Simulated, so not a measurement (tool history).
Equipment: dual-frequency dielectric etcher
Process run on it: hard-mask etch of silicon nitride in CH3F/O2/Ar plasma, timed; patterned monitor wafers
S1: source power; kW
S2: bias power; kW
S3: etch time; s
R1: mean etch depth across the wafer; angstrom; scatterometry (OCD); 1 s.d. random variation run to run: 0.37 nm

| run | hour | S1 | S2 | S3 | R1 |
|---|---|---|---|---|---|
| 1 | 0 | 0.41 | 0.1 | 108 | 855.12 |
| 2 | 6.5 | 0.4 | 0.1 | 108 | 846.36 |
| 3 | 13.1 | 0.4 | 0.114 | 108 | 883.73 |
| 4 | 15.5 | 0.39 | 0.114 | 108 | 870.17 |
| 5 | 18.4 | 0.35 | 0.114 | 108 | 865.7 |
| 6 | 19.7 | 0.4 | 0.114 | 108 | 881.14 |
| 7 | 27.7 | 0.39 | 0.112 | 108 | 880.71 |
| 8 | 32.5 | 0.38 | 0.111 | 108 | 867.52 |
| 9 | 40.9 | 0.37 | 0.11 | 108 | 859.98 |

What does the tool deliver on the next run?
| 10 | 46.1 | 0.36 | 0.109 | 108 | ? |

{"run 10": {"R1": 851.13}}
